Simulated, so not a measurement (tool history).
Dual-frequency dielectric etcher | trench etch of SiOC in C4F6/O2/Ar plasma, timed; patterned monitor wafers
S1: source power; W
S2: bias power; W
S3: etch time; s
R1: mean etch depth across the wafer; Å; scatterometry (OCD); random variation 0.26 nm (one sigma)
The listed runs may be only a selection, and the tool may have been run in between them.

| run | hour | S1 | S2 | S3 | R1 |
|---|---|---|---|---|---|
| 1 | 0 | 450 | 179 | 29 | 527.77 |
| 2 | 1.3 | 400 | 179 | 29 | 501.63 |
| 3 | 1.9 | 400 | 179 | 30.5 | 530.01 |
| 4 | 8.2 | 330 | 179 | 30.5 | 485.09 |
| 5 | 12.9 | 330 | 159 | 30.5 | 460.45 |
| 6 | 16.1 | 400 | 159 | 30.5 | 506.39 |

Run 7 comes next. What will it give?
| 7 | 22.9 | 490 | 164 | 30.5 | ? |

Run 7 measured R1 565.07 Å.
